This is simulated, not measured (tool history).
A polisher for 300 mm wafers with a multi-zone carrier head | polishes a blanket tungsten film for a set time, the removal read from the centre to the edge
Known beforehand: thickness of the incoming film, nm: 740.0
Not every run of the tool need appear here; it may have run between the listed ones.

| run | hour | flow of slurry (ml/min) | pressure of the head's centre zone | pressure of the head's middle zone | pressure of the head's edge zone | abrasive content of the slurry | polishing time (s) | film removed at the wafer's centre (nm) | film removed at mid-radius (nm) | film removed at the wafer's edge (nm) |
|---|---|---|---|---|---|---|---|---|---|---|
| 1 | 0 | 155 | 1 | 1 | 1 | 1 | 38 | 211.58 | 220.97 | 220.22 |
| 2 | 2.3 | 155 | 0.91 | 1 | 1 | 1 | 38 | 194.38 | 218.67 | 219.3 |
| 3 | 9.8 | 185 | 0.91 | 1 | 1 | 1 | 38 | 202.03 | 227.77 | 226.13 |
| 4 | 13.1 | 195 | 0.96 | 1.01 | 0.98 | 1 | 38 | 216.09 | 227.39 | 230.23 |
|  | 21.1 | centre zone pressure recalibrated |
| 5 | 21.1 | 195 | 0.96 | 1.01 | 0.98 | 0.85 | 38 | 227.01 | 223.25 | 216.21 |
| 6 | 28.1 | 195 | 0.89 | 1.01 | 0.98 | 0.85 | 38 | 209.85 | 222.68 | 216.78 |
| 7 | 28.8 | 205 | 0.92 | 1.03 | 0.97 | 0.85 | 38 | 214.02 | 223.97 | 224.11 |

What will run 8 give?
| 8 | 37.8 | 180 | 0.96 | 1.05 | 1 | 0.8 | 40 | ? | ? | ? |

film removed at the wafer's centre (nm): 229.61
film removed at mid-radius (nm): 233.82
film removed at the wafer's edge (nm): 229.8
